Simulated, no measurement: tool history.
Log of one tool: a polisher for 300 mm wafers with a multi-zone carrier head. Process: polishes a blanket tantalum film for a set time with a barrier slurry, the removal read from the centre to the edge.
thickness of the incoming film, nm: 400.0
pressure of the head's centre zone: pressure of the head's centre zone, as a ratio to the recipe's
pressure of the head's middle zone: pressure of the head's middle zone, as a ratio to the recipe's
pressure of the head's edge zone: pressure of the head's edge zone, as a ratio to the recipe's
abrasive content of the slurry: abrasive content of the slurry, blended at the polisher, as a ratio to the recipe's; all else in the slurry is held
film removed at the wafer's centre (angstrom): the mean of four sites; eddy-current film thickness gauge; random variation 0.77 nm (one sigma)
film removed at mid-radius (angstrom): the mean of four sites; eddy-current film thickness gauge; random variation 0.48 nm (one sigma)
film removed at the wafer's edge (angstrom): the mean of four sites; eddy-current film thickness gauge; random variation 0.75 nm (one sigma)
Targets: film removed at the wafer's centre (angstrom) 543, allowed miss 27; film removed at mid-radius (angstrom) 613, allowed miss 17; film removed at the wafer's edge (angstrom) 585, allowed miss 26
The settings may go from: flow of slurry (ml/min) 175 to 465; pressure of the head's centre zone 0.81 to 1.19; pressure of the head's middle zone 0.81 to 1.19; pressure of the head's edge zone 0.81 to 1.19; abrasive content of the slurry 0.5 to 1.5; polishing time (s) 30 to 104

run,hour,flow of slurry (ml/min),pressure of the head's centre zone,pressure of the head's middle zone,pressure of the head's edge zone,abrasive content of the slurry,polishing time (s),film removed at the wafer's centre (angstrom),film removed at mid-radius (angstrom),film removed at the wafer's edge (angstrom)
1,0,295,1,1,1,1,67,869.25,912.32,880.21
2,7.8,345,1,1,1,1,67,902.17,907.28,880.79
3,12.1,345,1.04,1,1,1,67,961.03,925.73,894.67
4,16,385,1.04,1,1,1,67,920.88,934.08,880.5
5,18.3,330,1.04,1,1,1,67,943.27,924.95,894.42
6,24.2,330,1.04,1.05,1,1,67,954.71,959.33,883.54
7,25.4,335,1.01,1.03,0.98,0.9,64,834.46,866.73,816.41
8,33.5,340,1,1.03,0.96,0.8,62,781.02,806.85,759.95
9,42.3,345,0.98,1.03,0.94,0.75,60,738.61,770.63,717.55
10,46.1,345,0.96,1.02,0.93,0.7,59,685.58,735.99,684.52
11,55,350,0.94,1,0.91,0.65,59,667.85,713.03,653.04
12,58.4,350,0.94,1,0.91,0.65,59,667.19,716.59,671.38
13,62,350,0.92,0.99,0.9,0.6,58,600.98,669.41,628.98
14,67,345,0.91,0.98,0.89,0.6,58,623.58,665.12,624.64

Which of these 5 next moves meets every target?
A,72,355,1.1,0.99,0.81,0.85,56,?,?,?
B,72,395,0.98,0.94,1.03,0.6,53,?,?,?
C,72,340,1.19,1.13,0.81,0.9,49,?,?,?
D,72,300,0.89,0.97,0.94,0.65,64,?,?,?
E,72,365,0.85,0.93,0.87,0.6,55,?,?,?

move,film removed at the wafer's centre (angstrom),film removed at mid-radius (angstrom),film removed at the wafer's edge (angstrom)
A,823.43,737.01,653.53
B,625.93,603.69,622.37
C,790.59,726.47,578.99
D,691.47,754.45,728.59
E,560.25,618.76,594.35
A: further off than the last run
B: brings the result that was furthest off to its target, and leaves another outside
C: further off than the last run
D: further off than the last run
E: meets every target
Answer: E
